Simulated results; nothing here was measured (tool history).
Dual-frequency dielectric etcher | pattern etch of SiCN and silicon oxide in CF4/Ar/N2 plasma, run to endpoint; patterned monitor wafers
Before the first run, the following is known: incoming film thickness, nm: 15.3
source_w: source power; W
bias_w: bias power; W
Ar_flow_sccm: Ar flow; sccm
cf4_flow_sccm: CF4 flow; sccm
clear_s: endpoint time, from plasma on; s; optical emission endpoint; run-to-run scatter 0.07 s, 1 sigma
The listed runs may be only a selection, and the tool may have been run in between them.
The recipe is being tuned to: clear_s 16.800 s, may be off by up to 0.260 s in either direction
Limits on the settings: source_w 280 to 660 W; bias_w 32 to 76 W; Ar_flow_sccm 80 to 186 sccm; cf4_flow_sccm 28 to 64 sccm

run,hour,source_w,bias_w,Ar_flow_sccm,cf4_flow_sccm,clear_s
1,0.0,470,54,133,46,22.549
2,1.1,550,54,133,46,19.287
3,4.9,570,54,133,46,18.448
4,8.6,580,54,133,46,18.243
5,17.1,590,54,133,46,18.031
6,22.2,590,50,133,46,18.607
7,31.0,600,50,133,46,18.093
8,36.0,600,50,133,46,18.090

Exercise: of the 5 proposed moves below, exactly one satisfies all targets within the stated allowed misses. Which move is it?
A,41.0,630,51,120,54,?
B,41.0,560,58,88,50,?
C,41.0,630,53,132,47,?
D,41.0,630,44,81,44,?
E,41.0,590,63,114,44,?

move,clear_s
A,16.228
B,16.325
C,16.784
D,16.101
E,16.282
A: pushes the last run's worst result past its target
B: pushes the last run's worst result past its target
C: in spec on every target
D: pushes the last run's worst result past its target
E: pushes the last run's worst result past its target
Correct choice: C, which meets every target
